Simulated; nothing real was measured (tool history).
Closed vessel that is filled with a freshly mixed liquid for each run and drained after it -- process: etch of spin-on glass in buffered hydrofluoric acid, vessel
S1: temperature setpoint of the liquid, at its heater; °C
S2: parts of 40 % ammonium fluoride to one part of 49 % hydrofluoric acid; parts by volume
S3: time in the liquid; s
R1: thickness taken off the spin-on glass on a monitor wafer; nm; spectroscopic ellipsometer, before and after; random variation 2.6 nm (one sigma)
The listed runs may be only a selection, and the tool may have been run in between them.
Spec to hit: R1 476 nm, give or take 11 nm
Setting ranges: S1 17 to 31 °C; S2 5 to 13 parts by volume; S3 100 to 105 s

| run | hour | S1 | S2 | S3 | R1 |
|---|---|---|---|---|---|
| 1 | 0 | 23 | 8 | 100 | 586.43 |
| 2 | 7.8 | 21 | 8 | 100 | 522.49 |
| 3 | 14.8 | 18 | 8 | 100 | 445.18 |
| 4 | 21.7 | 18 | 8 | 100 | 445.17 |
| 5 | 26 | 18 | 6 | 100 | 586.93 |
| 6 | 32 | 19 | 6 | 100 | 619 |
| 7 | 34.1 | 17 | 7.5 | 100 | 447.63 |
| 8 | 38.9 | 17.5 | 7.5 | 100 | 457.97 |

Exercise: of the 4 proposed moves below, exactly one satisfies all targets within the stated allowed misses. Which move is it?
| A | 43.7 | 17.5 | 8 | 100 | ? |
| B | 43.7 | 17 | 7.5 | 100 | ? |
| C | 43.7 | 18.5 | 8.5 | 100 | ? |
| D | 43.7 | 22 | 10 | 105 | ? |

| move | R1 |
|---|---|
| A | 431.05 |
| B | 449.26 |
| C | 427.16 |
| D | 479.67 |
A: moves away from the targets compared with the last run
B: moves away from the targets compared with the last run
C: moves away from the targets compared with the last run
D: every result lands within tolerance
Answer: D
